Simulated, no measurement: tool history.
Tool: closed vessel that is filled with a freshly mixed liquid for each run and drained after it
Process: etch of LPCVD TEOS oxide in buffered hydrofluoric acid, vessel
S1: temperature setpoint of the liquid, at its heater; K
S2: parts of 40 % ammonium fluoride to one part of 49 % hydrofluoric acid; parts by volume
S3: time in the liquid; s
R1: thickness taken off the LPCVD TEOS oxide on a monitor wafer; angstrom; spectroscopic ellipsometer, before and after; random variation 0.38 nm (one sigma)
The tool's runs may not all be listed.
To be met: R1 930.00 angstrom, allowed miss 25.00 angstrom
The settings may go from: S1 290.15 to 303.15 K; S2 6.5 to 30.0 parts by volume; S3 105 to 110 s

Run 1, hour 0.0: S1 295.15 K, S2 18.5 parts by volume, S3 105 s. Result: R1 1329.30 angstrom.
Run 2, hour 6.1: S1 294.15 K, S2 19.0 parts by volume, S3 105 s. Result: R1 1231.20 angstrom.
Run 3, hour 15.0: S1 291.15 K, S2 19.0 parts by volume, S3 105 s. Result: R1 1038.40 angstrom.
Run 4, hour 17.0: S1 291.15 K, S2 23.5 parts by volume, S3 105 s. Result: R1 893.07 angstrom.
Run 5, hour 21.1: S1 291.15 K, S2 28.0 parts by volume, S3 105 s. Result: R1 780.14 angstrom.
Run 6, hour 28.7: S1 291.65 K, S2 28.0 parts by volume, S3 105 s. Result: R1 806.98 angstrom.
Run 7, hour 35.7: S1 292.15 K, S2 28.0 parts by volume, S3 105 s. Result: R1 827.10 angstrom.
Run 8, hour 36.9: S1 292.65 K, S2 28.0 parts by volume, S3 105 s. Result: R1 849.44 angstrom.

Which of these 5 next moves meets every target?
Run A, hour 38.1: S1 293.65 K, S2 29.5 parts by volume, S3 105 s. Result: R1 ?.
Run B, hour 38.1: S1 292.65 K, S2 30.0 parts by volume, S3 105 s. Result: R1 ?.
Run C, hour 38.1: S1 290.65 K, S2 29.5 parts by volume, S3 110 s. Result: R1 ?.
Run D, hour 38.1: S1 294.65 K, S2 30.0 parts by volume, S3 110 s. Result: R1 ?.
Run E, hour 38.1: S1 292.15 K, S2 30.0 parts by volume, S3 105 s. Result: R1 ?.

move      R1
   A  859.01
   B  798.62
   C  758.87
   D  936.41
   E  776.27
A: nearer than the last run, and not there yet
B: further off than the last run
C: further off than the last run
D: meets every target
E: further off than the last run
Move D is the one to make.
